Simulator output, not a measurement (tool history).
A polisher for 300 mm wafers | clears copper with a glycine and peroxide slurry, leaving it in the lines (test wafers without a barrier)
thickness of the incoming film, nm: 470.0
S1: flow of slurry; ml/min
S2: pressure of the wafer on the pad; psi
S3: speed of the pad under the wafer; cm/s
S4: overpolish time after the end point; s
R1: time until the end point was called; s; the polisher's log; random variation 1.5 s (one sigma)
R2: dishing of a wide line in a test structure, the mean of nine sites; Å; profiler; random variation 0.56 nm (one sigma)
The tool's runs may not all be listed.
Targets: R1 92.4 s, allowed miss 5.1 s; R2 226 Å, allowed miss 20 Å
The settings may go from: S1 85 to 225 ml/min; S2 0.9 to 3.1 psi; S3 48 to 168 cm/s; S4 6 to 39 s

Run 1, day 0: S1 145 ml/min, S2 2 psi, S3 108 cm/s, S4 20 s. Result: R1 109.04 s, R2 559.18 Å.
Run 2, day 0.254: S1 140 ml/min, S2 1.8 psi, S3 122 cm/s, S4 17 s. Result: R1 110.27 s, R2 507.27 Å.
Run 3, day 0.454: S1 140 ml/min, S2 2.2 psi, S3 122 cm/s, S4 17 s. Result: R1 94.952 s, R2 547.68 Å.
Run 4, day 0.5: S1 105 ml/min, S2 2.2 psi, S3 122 cm/s, S4 17 s. Result: R1 101.5 s, R2 523.83 Å.
Run 5, day 0.758: S1 105 ml/min, S2 2.2 psi, S3 122 cm/s, S4 23 s. Result: R1 98.36 s, R2 676.33 Å.
Run 6, day 1.121: S1 85 ml/min, S2 2.2 psi, S3 122 cm/s, S4 23 s. Result: R1 109.92 s, R2 649.78 Å.
Run 7, day 1.45: S1 115 ml/min, S2 2.3 psi, S3 106 cm/s, S4 19 s. Result: R1 107.38 s, R2 557.28 Å.
At day 1.688: head pressure recalibrated.
Run 8, day 1.688: S1 130 ml/min, S2 2 psi, S3 120 cm/s, S4 16 s. Result: R1 94.717 s, R2 528.4 Å.
Run 9, day 1.792: S1 150 ml/min, S2 1.9 psi, S3 112 cm/s, S4 14 s. Result: R1 105.35 s, R2 447.1 Å.
Run 10, day 2.121: S1 165 ml/min, S2 2.1 psi, S3 98 cm/s, S4 12 s. Result: R1 99.256 s, R2 391.91 Å.
Run 11, day 2.408: S1 180 ml/min, S2 2.2 psi, S3 86 cm/s, S4 11 s. Result: R1 104.68 s, R2 346.3 Å.
Run 12, day 2.654: S1 180 ml/min, S2 2.2 psi, S3 86 cm/s, S4 11 s. Result: R1 103.81 s, R2 340.68 Å.
Run 13, day 2.975: S1 190 ml/min, S2 2.4 psi, S3 78 cm/s, S4 10 s. Result: R1 104.83 s, R2 311.44 Å.
Run 14, day 3.038: S1 200 ml/min, S2 2.6 psi, S3 74 cm/s, S4 9 s. Result: R1 103.36 s, R2 291.3 Å.
Run 15, day 3.296: S1 205 ml/min, S2 2.7 psi, S3 72 cm/s, S4 8 s. Result: R1 98.963 s, R2 269.18 Å.
Run 16, day 3.325: S1 205 ml/min, S2 2.7 psi, S3 72 cm/s, S4 8 s. Result: R1 100.09 s, R2 271.88 Å.
Run 17, day 3.375: S1 210 ml/min, S2 2.8 psi, S3 70 cm/s, S4 8 s. Result: R1 101.6 s, R2 274.29 Å.
Run 18, day 3.675: S1 215 ml/min, S2 2.9 psi, S3 70 cm/s, S4 8 s. Result: R1 96.334 s, R2 277.74 Å.
Run 19, day 3.767: S1 215 ml/min, S2 2.9 psi, S3 68 cm/s, S4 8 s. Result: R1 101.43 s, R2 271.08 Å.

Which of these 4 next moves meets every target?
Run A, day 3.858: S1 225 ml/min, S2 2.6 psi, S3 80 cm/s, S4 10 s. Result: R1 ?, R2 ?.
Run B, day 3.858: S1 195 ml/min, S2 2.8 psi, S3 72 cm/s, S4 12 s. Result: R1 ?, R2 ?.
Run C, day 3.858: S1 225 ml/min, S2 3.1 psi, S3 70 cm/s, S4 6 s. Result: R1 ?, R2 ?.
Run D, day 3.858: S1 220 ml/min, S2 2.8 psi, S3 58 cm/s, S4 10 s. Result: R1 ?, R2 ?.

move      R1      R2
   A  98.717  358.07
   B   102.2  410.94
   C  94.839  231.66
   D  115.33  311.85
A: further off than the last run
B: further off than the last run
C: meets every target
D: further off than the last run
The right move is C.
